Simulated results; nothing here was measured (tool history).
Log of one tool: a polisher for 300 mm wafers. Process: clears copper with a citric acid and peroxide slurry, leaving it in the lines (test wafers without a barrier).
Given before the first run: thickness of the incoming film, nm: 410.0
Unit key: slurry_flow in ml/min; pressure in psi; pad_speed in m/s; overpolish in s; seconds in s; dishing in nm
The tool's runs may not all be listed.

run  hour  slurry_flow  pressure  pad_speed  slurry_solids  overpolish  seconds  dishing
  1   0.0          180       2.9       1.28            1.0          23   166.65   43.040
  2   3.5          180       2.9       1.32            1.0          19   161.22   38.778
  3  10.4          180       2.9       1.08            1.0          19   200.11   30.675
  4  12.6          180       2.9       1.08            1.1          19   199.00   31.647
  5  19.5          180       2.9       1.08            1.1          13   193.47   23.901
  6  22.0          180       2.9       1.22            1.1          13   175.29   25.813

Forecast run 7:
  7  24.9          180       3.0       1.22            1.2          11        ?        ?

seconds: 161.85 s
dishing: 22.440 nm
